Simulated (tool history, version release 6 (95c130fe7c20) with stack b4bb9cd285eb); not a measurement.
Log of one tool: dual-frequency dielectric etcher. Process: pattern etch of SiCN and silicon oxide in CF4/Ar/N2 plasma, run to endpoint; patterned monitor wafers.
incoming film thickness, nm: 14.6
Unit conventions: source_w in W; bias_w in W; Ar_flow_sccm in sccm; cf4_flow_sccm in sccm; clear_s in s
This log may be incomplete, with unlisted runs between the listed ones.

{"run": 1, "hour": 0.0, "source_w": 410, "bias_w": 65, "Ar_flow_sccm": 125, "cf4_flow_sccm": 74, "clear_s": 19.705}
{"run": 2, "hour": 5.2, "source_w": 410, "bias_w": 65, "Ar_flow_sccm": 140, "cf4_flow_sccm": 74, "clear_s": 20.059}
{"run": 3, "hour": 12.3, "source_w": 370, "bias_w": 64, "Ar_flow_sccm": 140, "cf4_flow_sccm": 74, "clear_s": 21.897}
{"run": 4, "hour": 13.9, "source_w": 370, "bias_w": 69, "Ar_flow_sccm": 140, "cf4_flow_sccm": 74, "clear_s": 21.465}
{"run": 5, "hour": 17.6, "source_w": 340, "bias_w": 68, "Ar_flow_sccm": 140, "cf4_flow_sccm": 74, "clear_s": 23.119}
{"run": 6, "hour": 23.6, "source_w": 370, "bias_w": 68, "Ar_flow_sccm": 140, "cf4_flow_sccm": 74, "clear_s": 21.531}
{"run": 7, "hour": 28.1, "source_w": 340, "bias_w": 68, "Ar_flow_sccm": 140, "cf4_flow_sccm": 74, "clear_s": 23.02}
{"run": 8, "hour": 30.7, "source_w": 340, "bias_w": 68, "Ar_flow_sccm": 140, "cf4_flow_sccm": 74, "clear_s": 22.971}
{"run": 9, "hour": 38.4, "source_w": 320, "bias_w": 68, "Ar_flow_sccm": 140, "cf4_flow_sccm": 74, "clear_s": 24.245}

For run 10, what comes out?
{"run": 10, "hour": 45.1, "source_w": 310, "bias_w": 68, "Ar_flow_sccm": 140, "cf4_flow_sccm": 74, "clear_s": "?"}

{"run 10": {"clear_s": 24.958}}
